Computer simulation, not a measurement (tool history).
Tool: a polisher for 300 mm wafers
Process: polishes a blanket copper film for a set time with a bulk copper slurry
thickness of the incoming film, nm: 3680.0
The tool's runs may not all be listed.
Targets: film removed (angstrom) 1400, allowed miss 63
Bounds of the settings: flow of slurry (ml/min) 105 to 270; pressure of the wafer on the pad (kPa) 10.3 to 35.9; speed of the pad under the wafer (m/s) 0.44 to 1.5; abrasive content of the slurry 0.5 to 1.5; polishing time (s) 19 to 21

run,hour,flow of slurry (ml/min),pressure of the wafer on the pad (kPa),speed of the pad under the wafer (m/s),abrasive content of the slurry,polishing time (s),film removed (angstrom)
1,0,175,22.8,0.96,1,21,1961.8
2,2.8,175,22.8,1.08,1,21,2193.2
3,6.1,175,22.8,1.3,1,21,2679.3
4,9.9,175,22.8,1.3,1.15,21,2780.9
5,18.5,175,22.8,1.3,1.15,19,2490
# hour 26.1: slurry nozzle cleaned
6,26.1,175,19.3,1.3,1.15,19,2298.6
7,27.3,175,18.6,1.28,1.15,19,2190.9
8,29.5,175,17.9,1.26,1.15,19,2088.4
9,33.2,175,17.2,1.24,1.15,19,1982.6
10,33.8,175,16.5,1.24,1.15,19,1910.1
11,41.8,175,16.5,1.24,1.15,19,1974.2
12,49.6,175,15.9,1.22,1.15,19,1857.5
13,52.6,175,15.2,1.22,1.15,19,1811.1
14,56.6,170,10.3,1.16,1.15,19,1323.7

4 next moves are on the table. One of them brings every result within its allowed miss. Which?
A,60.6,145,13.8,1.1,1.4,19,?
B,60.6,165,10.3,1.12,1.2,19,?
C,60.6,135,11.7,1.1,1.05,19,?
D,60.6,185,10.3,1.22,1,20,?

move,film removed (angstrom)
A,1521.9
B,1266.3
C,1262.4
D,1419.1
A: takes the result that was furthest off past its target
B: further off than the last run
C: further off than the last run
D: meets every target
Answer: D

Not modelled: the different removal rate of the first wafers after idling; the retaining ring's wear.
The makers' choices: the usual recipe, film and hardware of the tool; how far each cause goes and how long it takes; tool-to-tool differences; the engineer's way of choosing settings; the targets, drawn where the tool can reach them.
